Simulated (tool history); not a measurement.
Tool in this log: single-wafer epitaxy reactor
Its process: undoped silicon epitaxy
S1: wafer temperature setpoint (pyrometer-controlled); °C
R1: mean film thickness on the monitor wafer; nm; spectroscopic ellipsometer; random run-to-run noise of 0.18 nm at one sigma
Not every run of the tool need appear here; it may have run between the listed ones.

Run 1, hour 0: S1 665 °C, deposition time (s) 287. Result: R1 64.671 nm.
Run 2, hour 1.2: S1 668 °C, deposition time (s) 287. Result: R1 69.248 nm.
Run 3, hour 6.2: S1 670 °C, deposition time (s) 287. Result: R1 72.116 nm.
Run 4, hour 13.1: S1 672 °C, deposition time (s) 287. Result: R1 75.119 nm.
At hour 20.1: pyrometer calibrated.
Run 5, hour 20.1: S1 672 °C, deposition time (s) 309. Result: R1 74.75 nm.
Run 6, hour 21.5: S1 674 °C, deposition time (s) 309. Result: R1 78.174 nm.
Run 7, hour 22.7: S1 675 °C, deposition time (s) 310. Result: R1 80.126 nm.
Run 8, hour 31.5: S1 676 °C, deposition time (s) 310. Result: R1 81.558 nm.
Run 9, hour 39.1: S1 677 °C, deposition time (s) 310. Result: R1 83.77 nm.
Run 10, hour 45.1: S1 677 °C, deposition time (s) 310. Result: R1 83.57 nm.
Run 11, hour 52.6: S1 677 °C, deposition time (s) 310. Result: R1 83.421 nm.

Run 12 has not been measured yet. What should we expect?
Run 12, hour 59.6: S1 678 °C, deposition time (s) 310. Result: R1 ?.

{"run 12": {"R1": 84.982}}
